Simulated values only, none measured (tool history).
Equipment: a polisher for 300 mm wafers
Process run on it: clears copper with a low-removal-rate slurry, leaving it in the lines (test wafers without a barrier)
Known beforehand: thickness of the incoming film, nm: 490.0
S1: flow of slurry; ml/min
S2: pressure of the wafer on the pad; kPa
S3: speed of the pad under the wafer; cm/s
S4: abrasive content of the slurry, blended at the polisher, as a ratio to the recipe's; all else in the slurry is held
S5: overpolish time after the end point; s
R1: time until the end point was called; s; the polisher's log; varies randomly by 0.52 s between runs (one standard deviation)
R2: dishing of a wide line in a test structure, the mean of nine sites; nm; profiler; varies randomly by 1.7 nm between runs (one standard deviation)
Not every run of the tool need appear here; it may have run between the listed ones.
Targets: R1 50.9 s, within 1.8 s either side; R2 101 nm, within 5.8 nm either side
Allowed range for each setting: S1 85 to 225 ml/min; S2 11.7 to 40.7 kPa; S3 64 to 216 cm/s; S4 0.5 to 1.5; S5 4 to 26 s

{"run": 1, "hour": 0.0, "S1": 145, "S2": 26.2, "S3": 140, "S4": 1, "S5": 13, "R1": 86.121, "R2": 49.587}
{"run": 2, "hour": 7.9, "S1": 115, "S2": 26.2, "S3": 140, "S4": 1, "S5": 13, "R1": 86.857, "R2": 45.565}
{"run": 3, "hour": 11.0, "S1": 115, "S2": 31.7, "S3": 140, "S4": 1, "S5": 13, "R1": 71.723, "R2": 55.843}
{"run": 4, "hour": 19.6, "S1": 125, "S2": 34.5, "S3": 140, "S4": 1, "S5": 14, "R1": 66.701, "R2": 64.876}
{"run": 5, "hour": 22.0, "S1": 100, "S2": 34.5, "S3": 140, "S4": 1, "S5": 14, "R1": 69.992, "R2": 63.372}
{"run": 6, "hour": 26.5, "S1": 100, "S2": 34.5, "S3": 122, "S4": 1, "S5": 14, "R1": 76.6, "R2": 57.672}
{"hour": 33.5, "done": "slurry blender recalibrated"}
{"run": 7, "hour": 33.5, "S1": 110, "S2": 36.5, "S3": 130, "S4": 1, "S5": 15, "R1": 66.024, "R2": 69.872}
{"run": 8, "hour": 34.6, "S1": 125, "S2": 37.9, "S3": 132, "S4": 1, "S5": 16, "R1": 62.857, "R2": 78.311}
{"run": 9, "hour": 38.2, "S1": 130, "S2": 38.6, "S3": 136, "S4": 1, "S5": 16, "R1": 59.899, "R2": 81.63}
{"run": 10, "hour": 38.9, "S1": 135, "S2": 39.3, "S3": 140, "S4": 1, "S5": 16, "R1": 56.975, "R2": 82.992}
{"run": 11, "hour": 40.4, "S1": 135, "S2": 40, "S3": 142, "S4": 1, "S5": 16, "R1": 55.288, "R2": 86.851}
{"run": 12, "hour": 41.0, "S1": 135, "S2": 40, "S3": 144, "S4": 1, "S5": 16, "R1": 53.716, "R2": 88.704}
{"run": 13, "hour": 44.8, "S1": 135, "S2": 40, "S3": 146, "S4": 1, "S5": 16, "R1": 53.52, "R2": 85.883}
{"run": 14, "hour": 46.7, "S1": 135, "S2": 40, "S3": 146, "S4": 1, "S5": 17, "R1": 53.302, "R2": 91.466}

Which one of the following 4 next-run settings gets every result inside its allowed miss? There is exactly one.
{"run": "A", "hour": 48.6, "S1": 125, "S2": 40.7, "S3": 162, "S4": 1.05, "S5": 14, "R1": "?", "R2": "?"}
{"run": "B", "hour": 48.6, "S1": 140, "S2": 39.3, "S3": 156, "S4": 1, "S5": 15, "R1": "?", "R2": "?"}
{"run": "C", "hour": 48.6, "S1": 160, "S2": 40.7, "S3": 152, "S4": 0.85, "S5": 16, "R1": "?", "R2": "?"}
{"run": "D", "hour": 48.6, "S1": 160, "S2": 40.7, "S3": 140, "S4": 1.25, "S5": 18, "R1": "?", "R2": "?"}

move=A R1=48.041 R2=86.201
move=B R1=51.101 R2=86.498
move=C R1=51.17 R2=91.01
move=D R1=51.3 R2=99.231
A: further off than the last run
B: further off than the last run
C: just as far off the targets as the last run
D: every result lands within tolerance
D meets every target.
